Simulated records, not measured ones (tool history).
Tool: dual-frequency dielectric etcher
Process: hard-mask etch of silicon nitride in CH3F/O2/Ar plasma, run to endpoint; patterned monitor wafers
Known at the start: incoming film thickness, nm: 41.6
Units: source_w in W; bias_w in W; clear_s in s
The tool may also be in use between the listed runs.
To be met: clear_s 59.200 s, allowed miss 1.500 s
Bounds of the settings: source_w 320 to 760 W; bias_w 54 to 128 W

run,hour,source_w,bias_w,clear_s
1,0.0,540,91,49.327
2,4.6,540,100,47.838
3,11.1,490,95,50.750
4,18.3,460,93,52.891
5,23.8,460,80,55.563
6,27.8,500,80,53.498
7,31.0,500,80,53.784
8,35.9,480,79,55.116
9,37.4,460,78,56.334
10,40.1,460,78,56.641
11,44.5,450,78,57.096

Which of these 5 next moves meets every target?
A,48.9,490,74,?
B,48.9,430,93,?
C,48.9,400,83,?
D,48.9,470,88,?
E,48.9,550,75,?

move,clear_s
A,55.525
B,54.112
C,58.673
D,52.974
E,52.295
A: further off than the last run
B: further off than the last run
C: meets every target
D: further off than the last run
E: further off than the last run
The right move is C.
